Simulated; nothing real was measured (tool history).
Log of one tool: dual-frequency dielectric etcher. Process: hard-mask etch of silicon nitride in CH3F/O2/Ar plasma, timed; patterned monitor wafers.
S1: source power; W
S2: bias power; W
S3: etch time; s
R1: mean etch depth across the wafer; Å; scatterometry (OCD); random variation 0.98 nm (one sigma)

run,hour,S1,S2,S3,R1
1,0,480,89,301.5,2605.9
2,6.2,450,89,301.5,2554.2
3,10.6,530,89,301.5,2677.5
4,17.2,530,89,301.5,2668.1
5,24.3,500,87,301.5,2629.2
6,26.5,470,85,301.5,2539.6

Run 7 comes next. What will it give?
7,34.1,450,84,301.5,?

{"run 7": {"R1": 2497.8}}

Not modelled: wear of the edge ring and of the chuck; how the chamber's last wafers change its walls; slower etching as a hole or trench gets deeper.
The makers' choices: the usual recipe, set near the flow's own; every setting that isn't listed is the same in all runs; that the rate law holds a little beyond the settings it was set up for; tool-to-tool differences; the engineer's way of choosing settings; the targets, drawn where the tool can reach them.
